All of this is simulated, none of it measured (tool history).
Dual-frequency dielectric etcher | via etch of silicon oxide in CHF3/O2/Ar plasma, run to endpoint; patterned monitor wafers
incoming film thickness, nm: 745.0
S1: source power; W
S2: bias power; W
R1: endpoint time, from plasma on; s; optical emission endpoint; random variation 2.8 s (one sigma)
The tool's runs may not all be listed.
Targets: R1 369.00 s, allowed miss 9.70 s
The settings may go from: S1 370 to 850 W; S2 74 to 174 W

run,hour,S1,S2,R1
1,0.0,610,124,404.91
2,3.6,610,108,425.19
3,8.6,610,123,413.71
4,13.6,650,126,391.08
5,20.6,650,113,418.55
6,23.3,670,120,400.88
7,29.7,700,123,390.78
8,30.4,720,125,383.95

5 next moves are on the table. One of them brings every result within its allowed miss. Which?
A,31.1,680,119,?
B,31.1,710,143,?
C,31.1,690,113,?
D,31.1,620,126,?
E,31.1,610,130,?

move,R1
A,405.98
B,374.06
C,411.22
D,411.67
E,409.51
A: further off than the last run
B: meets every target
C: further off than the last run
D: further off than the last run
E: further off than the last run
The right move is B.
